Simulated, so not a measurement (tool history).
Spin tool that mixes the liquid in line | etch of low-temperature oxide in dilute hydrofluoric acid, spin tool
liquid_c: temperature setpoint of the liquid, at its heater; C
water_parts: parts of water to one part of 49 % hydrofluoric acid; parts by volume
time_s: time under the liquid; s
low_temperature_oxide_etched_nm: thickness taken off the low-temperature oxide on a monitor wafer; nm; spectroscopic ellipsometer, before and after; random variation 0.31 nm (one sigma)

| run | hour | liquid_c | water_parts | time_s | low_temperature_oxide_etched_nm |
|---|---|---|---|---|---|
| 1 | 0 | 24 | 175 | 55 | 10.904 |
| 2 | 9 | 24 | 175 | 60 | 11.967 |
| 3 | 16.9 | 27 | 175 | 60 | 13.156 |
| 4 | 24 | 25 | 175 | 60 | 12.237 |
| 5 | 27 | 26.5 | 140 | 60 | 17.002 |
| 6 | 35 | 28 | 115 | 60 | 22.458 |
| 7 | 39.3 | 29 | 105 | 60 | 25.768 |
| 8 | 40.3 | 30 | 95 | 60 | 30.977 |
| 9 | 43 | 30.5 | 95 | 60 | 31.209 |
| 10 | 50.6 | 32 | 75 | 60 | 42.43 |

The next listed run, before its measurement:
| 11 | 55.2 | 31.5 | 75 | 60 | ? |

{"run 11": {"low_temperature_oxide_etched_nm": 41.96}}
